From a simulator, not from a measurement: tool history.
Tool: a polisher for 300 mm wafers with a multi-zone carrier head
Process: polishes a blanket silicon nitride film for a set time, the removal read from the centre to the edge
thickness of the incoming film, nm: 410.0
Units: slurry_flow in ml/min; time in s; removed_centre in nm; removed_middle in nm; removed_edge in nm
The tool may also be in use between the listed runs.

| run | hour | slurry_flow | centre_zone | middle_zone | edge_zone | time | removed_centre | removed_middle | removed_edge |
|---|---|---|---|---|---|---|---|---|---|
| 1 | 0 | 135 | 1 | 1 | 1 | 53 | 172.87 | 170.41 | 172.39 |
| 2 | 0.5 | 135 | 1.05 | 1 | 1 | 53 | 181.77 | 167.81 | 175.5 |
| 3 | 3.6 | 135 | 1.05 | 1.05 | 1 | 53 | 178.65 | 174.74 | 173.96 |
| 4 | 6.5 | 140 | 1.07 | 1.04 | 1.01 | 53 | 184.32 | 177.74 | 176.59 |
| 5 | 8.9 | 140 | 1.07 | 1.04 | 1.09 | 53 | 181.45 | 181.04 | 184.94 |
| 6 | 11.7 | 145 | 1.09 | 1.02 | 1.09 | 53 | 182.58 | 172.69 | 184.37 |
| 7 | 19.7 | 150 | 1.1 | 1.01 | 1.08 | 54 | 193.91 | 177.97 | 184.74 |
| 8 | 26.8 | 150 | 1.11 | 1 | 1.09 | 55 | 197.85 | 180.33 | 191.67 |
| 9 | 34.9 | 150 | 1.11 | 1 | 1.09 | 55 | 198.14 | 179.61 | 191.15 |
| 10 | 36.3 | 155 | 1.12 | 0.99 | 1.09 | 56 | 208.22 | 182.44 | 199.46 |

Run 11 comes next. What will it give?
| 11 | 44.3 | 155 | 1.12 | 0.99 | 1.09 | 56 | ? | ? | ? |

Run 11 gave removed_centre 206.14 nm, removed_middle 183 nm, removed_edge 197.45 nm.
